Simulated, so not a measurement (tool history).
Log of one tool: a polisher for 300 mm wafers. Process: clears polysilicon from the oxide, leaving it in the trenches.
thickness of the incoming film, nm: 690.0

| run | hour | flow of slurry (ml/min) | pressure of the wafer on the pad (psi) | speed of the pad under the wafer (m/s) | overpolish time after the end point (s) | time until the end point was called (s) | dishing of a wide line in a test structure (angstrom) |
|---|---|---|---|---|---|---|---|
| 1 | 0 | 280 | 3.4 | 0.78 | 19 | 52.148 | 554.88 |
| 2 | 5 | 280 | 2.9 | 0.78 | 19 | 60.372 | 540.34 |
| 3 | 6.1 | 280 | 3.3 | 0.8 | 16 | 52.457 | 554.36 |
| 4 | 11.2 | 280 | 3.3 | 0.64 | 16 | 66.771 | 543.42 |
| 5 | 14.2 | 280 | 3.3 | 0.64 | 13 | 66.082 | 494.46 |
| 6 | 15.3 | 240 | 3.3 | 0.64 | 13 | 66.422 | 507.92 |
| 7 | 24.1 | 240 | 3.8 | 0.66 | 13 | 55.817 | 509.15 |
| 8 | 26.8 | 245 | 4.1 | 0.66 | 15 | 51.58 | 538.11 |
| 9 | 29.3 | 245 | 4.4 | 0.66 | 14 | 48.315 | 573.69 |

Run 10 has not been measured yet. What should we expect?
| 10 | 37.8 | 225 | 4.6 | 0.68 | 11 | ? | ? |

{"run 10": {"time until the end point was called (s)": 45.947, "dishing of a wide line in a test structure (angstrom)": 523.39}}
